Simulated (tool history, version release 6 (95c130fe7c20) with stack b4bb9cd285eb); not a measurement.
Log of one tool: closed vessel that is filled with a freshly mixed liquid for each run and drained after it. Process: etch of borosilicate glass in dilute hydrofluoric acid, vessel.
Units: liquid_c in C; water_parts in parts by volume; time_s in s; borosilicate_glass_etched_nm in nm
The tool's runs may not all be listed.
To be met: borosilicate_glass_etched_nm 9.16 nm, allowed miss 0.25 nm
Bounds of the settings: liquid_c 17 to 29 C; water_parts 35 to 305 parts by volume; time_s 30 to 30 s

run    day  liquid_c  water_parts  time_s  borosilicate_glass_etched_nm
  1      0        21          170      30                        3.7894
  2  0.208        23          170      30                        4.1463
  3  0.467        23          140      30                        5.2573
  4  0.521        23          140      30                        5.2405
  5  0.888      23.5          135      30                        5.6206
  6  1.167      23.5          135      30                        5.5632
  7  1.542      23.5          135      30                        5.5273
  8  1.562        24          130      30                        5.9423
  9  1.646      24.5          125      30                        6.3106
 10  1.946        25          120      30                        6.6621
 11  2.092        29           90      30                        10.961
 12  2.454      28.5           90      30                        10.798
 13  2.633        28           90      30                        10.452
 14  2.875        27           90      30                        9.9898
 15  2.979        26           90      30                        9.6086
 16  3.275      25.5           90      30                        9.6224

5 next moves are on the table. One of them brings every result within its allowed miss. Which?
  A  3.571        24           80      30                             ?
  B  3.571      27.5           90      30                             ?
  C  3.571        23           80      30                             ?
  D  3.571      25.5           85      30                             ?
  E  3.571      24.5           90      30                             ?

move  borosilicate_glass_etched_nm
   A                        10.295
   B                        10.337
   C                        9.8945
   D                        10.207
   E                        9.2095
A: further off than the last run
B: further off than the last run
C: further off than the last run
D: further off than the last run
E: meets every target
The right move is E.

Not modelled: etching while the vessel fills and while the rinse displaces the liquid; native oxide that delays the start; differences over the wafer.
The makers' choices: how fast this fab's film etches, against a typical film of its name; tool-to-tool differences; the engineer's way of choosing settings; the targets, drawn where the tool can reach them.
